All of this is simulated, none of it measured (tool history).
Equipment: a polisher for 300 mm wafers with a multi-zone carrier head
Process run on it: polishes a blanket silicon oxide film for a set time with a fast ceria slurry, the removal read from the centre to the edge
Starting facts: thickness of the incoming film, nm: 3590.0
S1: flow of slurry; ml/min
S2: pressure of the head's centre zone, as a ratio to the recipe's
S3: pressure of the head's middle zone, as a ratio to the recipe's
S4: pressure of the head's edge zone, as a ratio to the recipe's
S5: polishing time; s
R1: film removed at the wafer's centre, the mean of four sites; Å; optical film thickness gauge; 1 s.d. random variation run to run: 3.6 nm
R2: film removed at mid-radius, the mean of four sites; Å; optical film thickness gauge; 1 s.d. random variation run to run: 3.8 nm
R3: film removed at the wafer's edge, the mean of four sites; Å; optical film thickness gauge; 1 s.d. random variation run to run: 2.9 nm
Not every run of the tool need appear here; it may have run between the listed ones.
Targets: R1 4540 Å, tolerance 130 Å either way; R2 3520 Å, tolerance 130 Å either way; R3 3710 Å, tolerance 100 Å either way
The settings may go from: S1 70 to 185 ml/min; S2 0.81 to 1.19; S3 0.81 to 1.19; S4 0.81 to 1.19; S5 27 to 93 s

Run 1, day 0: S1 120 ml/min, S2 1, S3 1, S4 1, S5 59 s. Result: R1 7081.5 Å, R2 6881.2 Å, R3 6691.9 Å.
Run 2, day 0.333: S1 120 ml/min, S2 1, S3 1, S4 1.08, S5 59 s. Result: R1 7111.9 Å, R2 6897.5 Å, R3 7052.9 Å.
Run 3, day 0.417: S1 120 ml/min, S2 1, S3 1.08, S4 1.08, S5 59 s. Result: R1 7077.6 Å, R2 7366 Å, R3 7076 Å.
Run 4, day 0.642: S1 120 ml/min, S2 1, S3 1.15, S4 1.08, S5 59 s. Result: R1 7140.7 Å, R2 7690.4 Å, R3 7200.4 Å.
Run 5, day 1.012: S1 120 ml/min, S2 0.93, S3 1.15, S4 1.08, S5 59 s. Result: R1 6624.8 Å, R2 7762.5 Å, R3 7044 Å.
Run 6, day 1.279: S1 115 ml/min, S2 0.98, S3 1.07, S4 1.02, S5 51 s. Result: R1 5965.7 Å, R2 6206.5 Å, R3 5910 Å.
Run 7, day 1.338: S1 110 ml/min, S2 1.01, S3 1.01, S4 0.97, S5 46 s. Result: R1 5506.9 Å, R2 5228.7 Å, R3 5195 Å.
Run 8, day 1.5: S1 105 ml/min, S2 1.03, S3 0.98, S4 0.93, S5 42 s. Result: R1 5011.6 Å, R2 4743.8 Å, R3 4595 Å.
Run 9, day 1.725: S1 100 ml/min, S2 1.06, S3 0.93, S4 0.92, S5 40 s. Result: R1 4937.3 Å, R2 4304.9 Å, R3 4346.9 Å.
Run 10, day 1.842: S1 95 ml/min, S2 1.07, S3 0.9, S4 0.9, S5 39 s. Result: R1 4821.5 Å, R2 3966.6 Å, R3 4188.9 Å.
Run 11, day 2.146: S1 90 ml/min, S2 1.08, S3 0.89, S4 0.88, S5 38 s. Result: R1 4629.5 Å, R2 3878.6 Å, R3 3984.8 Å.
Run 12, day 2.412: S1 85 ml/min, S2 1.09, S3 0.87, S4 0.87, S5 38 s. Result: R1 4654.4 Å, R2 3642.9 Å, R3 3959.9 Å.
Run 13, day 2.533: S1 75 ml/min, S2 1.11, S3 0.9, S4 0.81, S5 36 s. Result: R1 4323.9 Å, R2 3511.4 Å, R3 3600.7 Å.
Run 14, day 2.721: S1 80 ml/min, S2 1.11, S3 0.89, S4 0.82, S5 36 s. Result: R1 4394 Å, R2 3616.7 Å, R3 3594.1 Å.

Which one of the following 4 next-run settings gets every result inside its allowed miss? There is exactly one.
Run A, day 2.908: S1 70 ml/min, S2 1.02, S3 0.82, S4 0.89, S5 38 s. Result: R1 ?, R2 ?, R3 ?.
Run B, day 2.908: S1 85 ml/min, S2 1.08, S3 0.9, S4 0.81, S5 36 s. Result: R1 ?, R2 ?, R3 ?.
Run C, day 2.908: S1 75 ml/min, S2 1.15, S3 0.89, S4 0.88, S5 36 s. Result: R1 ?, R2 ?, R3 ?.
Run D, day 2.908: S1 70 ml/min, S2 1.1, S3 0.83, S4 0.83, S5 39 s. Result: R1 ?, R2 ?, R3 ?.

move      R1      R2      R3
   A  4106.7    3451  3921.4
   B  4315.2  3653.1  3651.4
   C    4465  3530.4  3726.8
   D  4548.1  3573.8  3899.8
A: takes the biggest miss from the last run beyond its target
B: the worst result of the last run now meets its target, but another is out of spec
C: every result lands within tolerance
D: takes the biggest miss from the last run beyond its target
C meets every target.
